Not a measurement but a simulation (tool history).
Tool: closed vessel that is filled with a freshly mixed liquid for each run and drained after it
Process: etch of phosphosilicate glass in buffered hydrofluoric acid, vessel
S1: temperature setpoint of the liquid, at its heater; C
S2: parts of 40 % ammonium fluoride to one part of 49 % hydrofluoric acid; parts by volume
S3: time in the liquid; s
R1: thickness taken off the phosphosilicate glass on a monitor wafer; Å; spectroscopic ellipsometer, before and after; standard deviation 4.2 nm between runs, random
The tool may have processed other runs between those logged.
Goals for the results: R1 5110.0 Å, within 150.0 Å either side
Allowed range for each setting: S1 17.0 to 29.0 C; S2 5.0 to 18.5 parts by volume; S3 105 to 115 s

{"run": 1, "hour": 0.0, "S1": 21.0, "S2": 11.5, "S3": 105, "R1": 3439.2}
{"run": 2, "hour": 9.0, "S1": 21.0, "S2": 9.0, "S3": 105, "R1": 4246.3}
{"run": 3, "hour": 14.5, "S1": 21.0, "S2": 10.5, "S3": 105, "R1": 3778.6}
{"run": 4, "hour": 20.2, "S1": 21.0, "S2": 13.0, "S3": 105, "R1": 3048.6}
{"run": 5, "hour": 29.3, "S1": 21.0, "S2": 10.0, "S3": 105, "R1": 3952.2}
{"run": 6, "hour": 33.9, "S1": 18.5, "S2": 10.0, "S3": 105, "R1": 3446.1}
{"run": 7, "hour": 36.1, "S1": 22.5, "S2": 9.5, "S3": 105, "R1": 4437.3}
{"run": 8, "hour": 45.1, "S1": 23.0, "S2": 9.5, "S3": 105, "R1": 4477.7}
{"run": 9, "hour": 51.3, "S1": 23.5, "S2": 9.5, "S3": 105, "R1": 4633.4}

Which single option among these 4 for the next run brings every result within its allowed miss of target? Just one does.
{"run": "A", "hour": 57.5, "S1": 23.0, "S2": 11.5, "S3": 105, "R1": "?"}
{"run": "B", "hour": 57.5, "S1": 19.0, "S2": 6.5, "S3": 110, "R1": "?"}
{"run": "C", "hour": 57.5, "S1": 23.5, "S2": 9.0, "S3": 110, "R1": "?"}
{"run": "D", "hour": 57.5, "S1": 24.0, "S2": 8.5, "S3": 110, "R1": "?"}

move=A R1=3884.6
move=B R1=5586.1
move=C R1=5121.3
move=D R1=5599.9
A: its largest miss is bigger than the last run's
B: takes the result that was furthest off past its target
C: every result lands within tolerance
D: takes the result that was furthest off past its target
Go with C: it meets all targets.
